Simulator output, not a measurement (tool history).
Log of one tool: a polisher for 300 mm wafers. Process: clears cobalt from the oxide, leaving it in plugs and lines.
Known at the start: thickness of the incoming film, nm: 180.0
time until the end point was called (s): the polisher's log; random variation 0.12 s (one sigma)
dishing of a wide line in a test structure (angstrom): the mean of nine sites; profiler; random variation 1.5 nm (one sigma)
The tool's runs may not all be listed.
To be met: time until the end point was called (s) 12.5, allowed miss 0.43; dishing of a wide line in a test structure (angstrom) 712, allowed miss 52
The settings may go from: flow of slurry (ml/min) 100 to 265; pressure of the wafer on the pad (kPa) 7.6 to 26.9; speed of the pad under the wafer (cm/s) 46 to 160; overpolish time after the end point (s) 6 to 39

run  hour  flow of slurry (ml/min)  pressure of the wafer on the pad (kPa)  speed of the pad under the wafer (cm/s)  overpolish time after the end point (s)  time until the end point was called (s)  dishing of a wide line in a test structure (angstrom)
  1     0                      170                                    17.2                                      102                                       20                                   22.827                                                 639.57
  2   5.7                      170                                    17.2                                      102                                       16                                   23.517                                                 577.28
  3  11.2                      170                                    17.9                                      102                                       16                                   22.764                                                  576.4
  4  15.4                      170                                    18.6                                      104                                       16                                   21.364                                                 595.16
  5  19.8                      170                                    19.3                                      104                                       16                                   20.231                                                 628.15
     22.5  -- head pressure recalibrated
  6  22.5                      140                                    19.3                                      104                                       16                                   22.847                                                 585.91
  7  29.9                      140                                    19.3                                      104                                       16                                   23.071                                                 584.61
  8  35.1                      150                                      20                                      104                                       16                                   22.434                                                 581.06
  9  43.2                      150                                    24.8                                      130                                       17                                   14.209                                                 692.85
 10  48.1                      155                                    24.8                                      130                                       17                                   14.212                                                 670.07
 11  55.6                      160                                    24.8                                      130                                       17                                   14.427                                                 665.03
 12  62.4                      165                                    24.8                                      130                                       17                                   14.112                                                 667.38
 13  70.2                      170                                    24.8                                      130                                       17                                   14.111                                                 690.26
 14  78.9                      175                                    24.8                                      130                                       17                                   14.109                                                 702.19

Which of these 5 next moves meets every target?
  A  87.6                      170                                    26.2                                      154                                       14                                        ?                                                      ?
  B  87.6                      185                                    25.5                                      142                                       19                                        ?                                                      ?
  C  87.6                      210                                    22.8                                      130                                       20                                        ?                                                      ?
  D  87.6                      215                                    23.4                                      124                                       29                                        ?                                                      ?
  E  87.6                      200                                    24.1                                      116                                       33                                        ?                                                      ?

move  time until the end point was called (s)  dishing of a wide line in a test structure (angstrom)
   A                                   11.419                                                 682.63
   B                                   12.549                                                 704.84
   C                                   15.064                                                 693.12
   D                                   15.279                                                 719.65
   E                                   15.985                                                 723.01
A: takes the result that was furthest off past its target
B: meets every target
C: further off than the last run
D: further off than the last run
E: further off than the last run
Move B is the one to make.
